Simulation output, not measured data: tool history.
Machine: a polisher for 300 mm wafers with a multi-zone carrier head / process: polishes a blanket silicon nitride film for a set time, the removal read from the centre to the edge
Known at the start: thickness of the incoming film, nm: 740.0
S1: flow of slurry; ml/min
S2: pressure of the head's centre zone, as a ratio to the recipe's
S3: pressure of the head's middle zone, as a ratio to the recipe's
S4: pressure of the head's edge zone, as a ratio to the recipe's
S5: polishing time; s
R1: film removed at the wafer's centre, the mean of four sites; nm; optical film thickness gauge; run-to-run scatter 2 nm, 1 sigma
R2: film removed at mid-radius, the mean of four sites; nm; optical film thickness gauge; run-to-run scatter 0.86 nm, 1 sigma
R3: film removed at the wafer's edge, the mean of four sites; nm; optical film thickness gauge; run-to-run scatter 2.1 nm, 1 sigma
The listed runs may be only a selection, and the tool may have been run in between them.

run 1 hour=0 | S1=165 S2=1 S3=1 S4=1 S5=81 | R1=202.21 R2=198.2 R3=210.9
run 2 hour=8.8 | S1=165 S2=1.05 S3=1 S4=1 S5=81 | R1=210.68 R2=199.81 R3=215.26
run 3 hour=11.3 | S1=135 S2=1.05 S3=1 S4=1 S5=81 | R1=196.81 R2=190.08 R3=204.22
run 4 hour=13.8 | S1=135 S2=1.05 S3=1 S4=1 S5=90 | R1=221.21 R2=209.89 R3=230.26
run 5 hour=22.5 | S1=135 S2=1.05 S3=1 S4=1.09 S5=90 | R1=223.53 R2=211.1 R3=240.51
-- hour=23.6 edge zone pressure recalibrated
run 6 hour=23.6 | S1=135 S2=0.97 S3=1 S4=1.09 S5=90 | R1=207.69 R2=207.77 R3=230.86
run 7 hour=28.1 | S1=130 S2=1 S3=0.96 S4=1.02 S5=83 | R1=190.1 R2=186.16 R3=199.19
run 8 hour=29.3 | S1=125 S2=1.03 S3=0.92 S4=1.04 S5=78 | R1=184.16 R2=168.35 R3=188.45

Estimate the outcome of run 9 from the log above:
run 9 hour=30.9 | S1=120 S2=1.04 S3=0.89 S4=1.04 S5=74 | R1=? R2=? R3=?

R1: 174.27 nm
R2: 153.6 nm
R3: 179.49 nm
